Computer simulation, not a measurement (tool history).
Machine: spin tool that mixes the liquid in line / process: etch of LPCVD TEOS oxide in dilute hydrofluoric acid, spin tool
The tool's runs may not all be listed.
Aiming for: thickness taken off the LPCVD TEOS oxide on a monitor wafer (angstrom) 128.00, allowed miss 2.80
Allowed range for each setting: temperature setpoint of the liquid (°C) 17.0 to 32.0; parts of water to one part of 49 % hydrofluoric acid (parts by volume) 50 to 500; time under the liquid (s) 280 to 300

run	day	temperature setpoint of the liquid (°C)	parts of water to one part of 49 % hydrofluoric acid (parts by volume)	time under the liquid (s)	thickness taken off the LPCVD TEOS oxide on a monitor wafer (angstrom)
1	0.000	24.0	275	280	216.58
2	0.033	24.0	275	300	228.55
3	0.379	24.0	355	300	166.28
4	0.479	24.0	280	300	226.70
5	0.767	24.0	280	280	209.26
6	0.829	20.5	280	280	185.72
7	0.904	19.5	300	280	164.25
8	1.200	19.0	310	280	156.74
9	1.258	18.5	320	280	147.15
10	1.408	18.0	325	280	140.67
11	1.475	17.5	330	280	134.16

Exactly one of the 4 candidate moves below puts every result within its allowed miss. Which one?
A	1.542	17.0	305	280	?
B	1.542	17.5	355	280	?
C	1.542	19.0	365	285	?
D	1.542	18.0	335	295	?

move	thickness taken off the LPCVD TEOS oxide on a monitor wafer (angstrom)
A	147.42
B	123.85
C	128.39
D	143.16
A: further off than the last run
B: moves the result that the last run missed by most past its target, out the other side
C: all results land within tolerance of their targets
D: further off than the last run
The right move is C.

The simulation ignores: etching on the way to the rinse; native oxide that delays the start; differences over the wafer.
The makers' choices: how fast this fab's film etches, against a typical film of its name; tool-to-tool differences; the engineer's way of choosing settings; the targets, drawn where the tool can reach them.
